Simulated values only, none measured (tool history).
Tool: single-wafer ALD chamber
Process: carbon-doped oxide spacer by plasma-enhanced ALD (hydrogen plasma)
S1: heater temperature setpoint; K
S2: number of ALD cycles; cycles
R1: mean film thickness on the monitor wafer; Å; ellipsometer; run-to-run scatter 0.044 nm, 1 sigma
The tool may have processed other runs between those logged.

run	hour	S1	S2	R1
1	0.0	683.15	502	232.63
2	7.5	688.15	489	222.94
3	14.0	692.15	480	216.07
4	15.6	698.15	480	211.85
5	20.6	698.15	539	237.78
6	25.1	698.15	565	248.68
7	26.2	700.15	538	236.41
8	30.1	701.15	517	224.61
9	33.6	702.15	503	219.33

Predict the results of run 10:
10	37.5	703.15	491	?

R1: 212.69 Å
